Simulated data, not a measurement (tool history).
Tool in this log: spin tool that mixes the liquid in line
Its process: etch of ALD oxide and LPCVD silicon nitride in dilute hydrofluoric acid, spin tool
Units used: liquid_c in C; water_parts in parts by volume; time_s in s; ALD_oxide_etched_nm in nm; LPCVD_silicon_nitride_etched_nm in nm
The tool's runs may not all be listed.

run	day	liquid_c	water_parts	time_s	ALD_oxide_etched_nm	LPCVD_silicon_nitride_etched_nm
1	0.000	24.0	70	95	16.7440	0.72035
2	0.321	22.0	80	95	13.3420	0.56309
3	0.438	20.5	90	95	10.9450	0.43994
4	0.771	22.0	90	95	11.6320	0.49159
5	1.150	20.5	100	95	9.8104	0.37098
6	1.346	22.5	100	95	10.6910	0.44631

Estimate the outcome of run 7 from the log above:
7	1.400	21.0	105	95	?	?

ALD_oxide_etched_nm: 9.4696 nm
LPCVD_silicon_nitride_etched_nm: 0.39786 nm

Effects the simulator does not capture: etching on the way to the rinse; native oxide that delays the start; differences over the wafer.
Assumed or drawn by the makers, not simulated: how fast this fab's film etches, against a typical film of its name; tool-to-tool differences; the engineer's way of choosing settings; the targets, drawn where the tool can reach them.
